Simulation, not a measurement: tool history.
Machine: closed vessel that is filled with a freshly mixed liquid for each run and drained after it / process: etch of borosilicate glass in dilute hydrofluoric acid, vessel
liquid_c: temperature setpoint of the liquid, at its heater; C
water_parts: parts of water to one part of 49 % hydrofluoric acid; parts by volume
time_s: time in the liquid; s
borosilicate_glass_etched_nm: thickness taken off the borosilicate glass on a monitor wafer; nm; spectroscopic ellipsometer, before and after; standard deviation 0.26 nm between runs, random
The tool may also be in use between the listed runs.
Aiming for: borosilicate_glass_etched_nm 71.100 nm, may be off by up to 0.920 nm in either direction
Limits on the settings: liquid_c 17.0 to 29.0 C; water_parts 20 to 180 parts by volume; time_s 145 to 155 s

run	hour	liquid_c	water_parts	time_s	borosilicate_glass_etched_nm
1	0.0	21.0	100	145	40.334
2	3.0	23.5	90	145	50.696
3	10.7	25.5	85	145	58.163
4	16.1	22.0	85	145	50.616
5	17.7	22.0	85	155	54.210
6	22.7	22.0	85	145	50.467
7	29.9	24.5	85	145	55.725
8	36.8	26.0	85	145	59.365
9	40.4	27.0	85	145	61.678
10	45.3	27.5	85	145	62.675
11	50.9	28.0	85	145	64.153
12	59.4	28.5	85	145	65.396

Pick the move, out of 4, that brings all results within their allowed miss; only one does.
A	67.9	29.0	85	150	?
B	67.9	26.0	75	145	?
C	67.9	29.0	85	155	?
D	67.9	28.0	90	145	?

move	borosilicate_glass_etched_nm
A	69.052
B	68.230
C	71.354
D	60.245
A: nearer the targets than the last run, but a result is still out of spec
B: nearer the targets than the last run, but a result is still out of spec
C: every result within its allowed miss
D: misses by more than the last run did
Answer: C

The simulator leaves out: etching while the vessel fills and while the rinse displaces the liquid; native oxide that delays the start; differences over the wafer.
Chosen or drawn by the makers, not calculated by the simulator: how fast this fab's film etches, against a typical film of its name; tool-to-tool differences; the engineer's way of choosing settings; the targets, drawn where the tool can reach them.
